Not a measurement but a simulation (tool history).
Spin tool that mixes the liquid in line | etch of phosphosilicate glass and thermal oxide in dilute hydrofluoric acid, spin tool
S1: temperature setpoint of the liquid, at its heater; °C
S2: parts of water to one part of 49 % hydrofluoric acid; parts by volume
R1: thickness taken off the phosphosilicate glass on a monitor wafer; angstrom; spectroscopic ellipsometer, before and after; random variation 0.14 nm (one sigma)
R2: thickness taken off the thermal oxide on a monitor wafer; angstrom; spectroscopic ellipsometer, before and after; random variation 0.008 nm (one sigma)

run 1 hour=0.0 | S1=20.0 S2=45 time_under_the_liquid_(s)=30 | R1=402.17 R2=25.894
run 2 hour=1.5 | S1=22.5 S2=45 time_under_the_liquid_(s)=30 | R1=446.40 R2=28.475
run 3 hour=4.6 | S1=26.0 S2=45 time_under_the_liquid_(s)=30 | R1=519.26 R2=33.357
run 4 hour=12.3 | S1=23.0 S2=45 time_under_the_liquid_(s)=30 | R1=458.77 R2=29.866
run 5 hour=18.5 | S1=22.0 S2=50 time_under_the_liquid_(s)=30 | R1=390.99 R2=25.500
run 6 hour=23.9 | S1=22.0 S2=50 time_under_the_liquid_(s)=45 | R1=585.90 R2=38.450
run 7 hour=27.4 | S1=21.0 S2=55 time_under_the_liquid_(s)=40 | R1=456.15 R2=29.410
run 8 hour=36.3 | S1=20.5 S2=60 time_under_the_liquid_(s)=35 | R1=357.03 R2=22.787
run 9 hour=37.1 | S1=20.0 S2=65 time_under_the_liquid_(s)=35 | R1=318.80 R2=20.406
run 10 hour=38.0 | S1=19.5 S2=65 time_under_the_liquid_(s)=35 | R1=310.65 R2=20.146
run 11 hour=43.3 | S1=19.0 S2=65 time_under_the_liquid_(s)=35 | R1=306.95 R2=19.684
run 12 hour=45.5 | S1=17.0 S2=75 time_under_the_liquid_(s)=25 | R1=169.91 R2=11.050
run 13 hour=47.5 | S1=17.5 S2=75 time_under_the_liquid_(s)=25 | R1=175.56 R2=11.411
run 14 hour=51.6 | S1=17.0 S2=75 time_under_the_liquid_(s)=25 | R1=171.38 R2=11.061
run 15 hour=53.0 | S1=17.5 S2=75 time_under_the_liquid_(s)=25 | R1=176.55 R2=11.366
run 16 hour=55.4 | S1=17.5 S2=75 time_under_the_liquid_(s)=25 | R1=175.20 R2=11.337
run 17 hour=63.5 | S1=17.0 S2=75 time_under_the_liquid_(s)=25 | R1=171.73 R2=11.106

Run 18 comes next. What will it give?
run 18 hour=65.4 | S1=17.5 S2=75 time_under_the_liquid_(s)=25 | R1=? R2=?

R1: 175.37 angstrom
R2: 11.112 angstrom
